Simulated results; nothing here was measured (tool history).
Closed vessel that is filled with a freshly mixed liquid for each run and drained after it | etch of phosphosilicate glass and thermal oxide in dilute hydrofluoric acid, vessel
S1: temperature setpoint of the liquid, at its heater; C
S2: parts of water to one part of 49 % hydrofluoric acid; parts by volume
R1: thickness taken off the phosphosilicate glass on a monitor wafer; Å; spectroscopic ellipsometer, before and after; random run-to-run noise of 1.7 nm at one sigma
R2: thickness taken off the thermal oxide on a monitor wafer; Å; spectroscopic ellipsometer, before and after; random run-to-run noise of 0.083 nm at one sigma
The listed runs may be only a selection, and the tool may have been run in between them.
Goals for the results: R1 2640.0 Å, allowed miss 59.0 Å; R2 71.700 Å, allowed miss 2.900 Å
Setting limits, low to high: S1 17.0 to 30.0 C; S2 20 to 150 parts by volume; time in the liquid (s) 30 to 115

run 1 hour=0.0 | S1=22.0 S2=85 time_in_the_liquid_(s)=60 | R1=1195.4 R2=32.296
run 2 hour=6.6 | S1=24.5 S2=85 time_in_the_liquid_(s)=60 | R1=1314.8 R2=35.294
run 3 hour=15.5 | S1=26.0 S2=75 time_in_the_liquid_(s)=60 | R1=1583.9 R2=43.489
run 4 hour=22.3 | S1=27.0 S2=70 time_in_the_liquid_(s)=60 | R1=1810.1 R2=47.724
run 5 hour=24.5 | S1=27.5 S2=65 time_in_the_liquid_(s)=60 | R1=1997.3 R2=53.229
run 6 hour=30.3 | S1=28.0 S2=60 time_in_the_liquid_(s)=60 | R1=2198.3 R2=59.987
run 7 hour=37.2 | S1=28.5 S2=60 time_in_the_liquid_(s)=60 | R1=2235.1 R2=61.677
run 8 hour=42.9 | S1=30.0 S2=50 time_in_the_liquid_(s)=60 | R1=2906.4 R2=79.679
run 9 hour=50.6 | S1=29.5 S2=50 time_in_the_liquid_(s)=60 | R1=2855.3 R2=78.070
run 10 hour=57.8 | S1=29.0 S2=50 time_in_the_liquid_(s)=60 | R1=2785.6 R2=77.119
run 11 hour=59.0 | S1=28.5 S2=50 time_in_the_liquid_(s)=60 | R1=2716.4 R2=74.199

Which single option among these 4 for the next run brings every result within its allowed miss of target? Just one does.
run A hour=60.2 | S1=30.0 S2=55 time_in_the_liquid_(s)=65 | R1=? R2=?
run B hour=60.2 | S1=29.0 S2=50 time_in_the_liquid_(s)=60 | R1=? R2=?
run C hour=60.2 | S1=29.0 S2=30 time_in_the_liquid_(s)=35 | R1=? R2=?
run D hour=60.2 | S1=28.0 S2=55 time_in_the_liquid_(s)=65 | R1=? R2=?

move=A R1=2842.4 R2=75.757
move=B R1=2796.0 R2=74.519
move=C R1=2802.3 R2=74.687
move=D R1=2627.2 R2=70.021
A: the biggest miss grows against the last run
B: the biggest miss grows against the last run
C: the biggest miss grows against the last run
D: all results land within tolerance of their targets
Answer: D

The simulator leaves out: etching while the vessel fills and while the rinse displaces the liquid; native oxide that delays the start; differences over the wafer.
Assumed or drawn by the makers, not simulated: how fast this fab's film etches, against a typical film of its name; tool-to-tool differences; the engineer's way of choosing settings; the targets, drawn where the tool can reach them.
